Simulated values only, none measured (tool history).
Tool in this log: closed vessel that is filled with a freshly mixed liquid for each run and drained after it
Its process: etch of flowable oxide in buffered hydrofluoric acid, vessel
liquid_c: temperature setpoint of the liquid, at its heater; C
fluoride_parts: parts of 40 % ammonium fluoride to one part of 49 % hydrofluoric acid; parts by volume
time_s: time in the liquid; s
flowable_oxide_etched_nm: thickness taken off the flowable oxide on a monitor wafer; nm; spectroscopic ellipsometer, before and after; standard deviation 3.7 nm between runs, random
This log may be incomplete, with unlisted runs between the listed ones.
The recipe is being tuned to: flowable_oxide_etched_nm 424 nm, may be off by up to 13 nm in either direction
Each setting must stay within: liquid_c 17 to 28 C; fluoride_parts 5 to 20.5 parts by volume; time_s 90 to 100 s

Run 1, hour 0: liquid_c 20 C, fluoride_parts 12.5 parts by volume, time_s 90 s. Result: flowable_oxide_etched_nm 260.72 nm.
Run 2, hour 1.1: liquid_c 20 C, fluoride_parts 12.5 parts by volume, time_s 90 s. Result: flowable_oxide_etched_nm 266.32 nm.
Run 3, hour 10.1: liquid_c 22 C, fluoride_parts 12.5 parts by volume, time_s 90 s. Result: flowable_oxide_etched_nm 294.25 nm.
Run 4, hour 15: liquid_c 22 C, fluoride_parts 12.5 parts by volume, time_s 90 s. Result: flowable_oxide_etched_nm 294.78 nm.
Run 5, hour 16.7: liquid_c 20.5 C, fluoride_parts 12.5 parts by volume, time_s 90 s. Result: flowable_oxide_etched_nm 272.52 nm.
Run 6, hour 23.5: liquid_c 22 C, fluoride_parts 12.5 parts by volume, time_s 90 s. Result: flowable_oxide_etched_nm 294.39 nm.
Run 7, hour 26.1: liquid_c 24 C, fluoride_parts 12.5 parts by volume, time_s 90 s. Result: flowable_oxide_etched_nm 329.87 nm.
Run 8, hour 27.5: liquid_c 25 C, fluoride_parts 12.5 parts by volume, time_s 90 s. Result: flowable_oxide_etched_nm 348.98 nm.
Run 9, hour 30.5: liquid_c 26 C, fluoride_parts 12.5 parts by volume, time_s 90 s. Result: flowable_oxide_etched_nm 364.4 nm.
Run 10, hour 32: liquid_c 26.5 C, fluoride_parts 12.5 parts by volume, time_s 90 s. Result: flowable_oxide_etched_nm 377.95 nm.
Run 11, hour 33.9: liquid_c 27 C, fluoride_parts 12.5 parts by volume, time_s 90 s. Result: flowable_oxide_etched_nm 391.11 nm.
Run 12, hour 35.8: liquid_c 27.5 C, fluoride_parts 12.5 parts by volume, time_s 90 s. Result: flowable_oxide_etched_nm 400.51 nm.
Run 13, hour 40.1: liquid_c 28 C, fluoride_parts 12.5 parts by volume, time_s 90 s. Result: flowable_oxide_etched_nm 411.21 nm.

Exercise: of the 4 proposed moves below, exactly one satisfies all targets within the stated allowed misses. Which move is it?
Run A, hour 44.4: liquid_c 27 C, fluoride_parts 12.5 parts by volume, time_s 100 s. Result: flowable_oxide_etched_nm ?.
Run B, hour 44.4: liquid_c 27.5 C, fluoride_parts 13.5 parts by volume, time_s 95 s. Result: flowable_oxide_etched_nm ?.
Run C, hour 44.4: liquid_c 28 C, fluoride_parts 14 parts by volume, time_s 95 s. Result: flowable_oxide_etched_nm ?.
Run D, hour 44.4: liquid_c 27.5 C, fluoride_parts 13 parts by volume, time_s 90 s. Result: flowable_oxide_etched_nm ?.

move  flowable_oxide_etched_nm
   A                    431.42
   B                     390.3
   C                    386.68
   D                    383.66
A: every result lands within tolerance
B: lands further from the targets than the last run did
C: lands further from the targets than the last run did
D: lands further from the targets than the last run did
Move A is the one to make.

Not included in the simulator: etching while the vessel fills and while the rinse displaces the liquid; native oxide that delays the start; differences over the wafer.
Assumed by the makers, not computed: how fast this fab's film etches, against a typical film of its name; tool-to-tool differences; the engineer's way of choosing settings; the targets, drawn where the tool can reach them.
